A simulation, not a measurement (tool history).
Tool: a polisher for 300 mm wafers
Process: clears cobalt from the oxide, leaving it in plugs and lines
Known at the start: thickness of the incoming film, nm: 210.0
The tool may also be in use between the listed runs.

run  hour  flow of slurry (ml/min)  pressure of the wafer on the pad (psi)  speed of the pad under the wafer (m/s)  overpolish time after the end point (s)  time until the end point was called (s)  dishing of a wide line in a test structure (angstrom)
  1   0.0                      175                                     2.0                                    0.88                                       21                                   42.094                                                 516.21
  2   5.6                      170                                     1.9                                    0.88                                       19                                   44.581                                                 477.42
  3  13.9                      170                                     1.9                                    1.08                                       19                                   36.525                                                 521.92
  4  15.3                      170                                     2.2                                    1.08                                       19                                   31.830                                                 558.74
  5  19.6                      170                                     2.2                                    0.92                                       19                                   37.452                                                 517.88
  6  27.4                      160                                     2.0                                    0.94                                       17                                   40.286                                                 477.90
     35.6  -- worn pad replaced by a new one
  7  35.6                      155                                     1.8                                    0.94                                       15                                   41.300                                                 428.17

Forecast run 8:
  8  38.6                      150                                     1.7                                    0.92                                       14                                        ?                                                      ?

Run 8 gave time until the end point was called (s) 44.768, dishing of a wide line in a test structure (angstrom) 413.09.
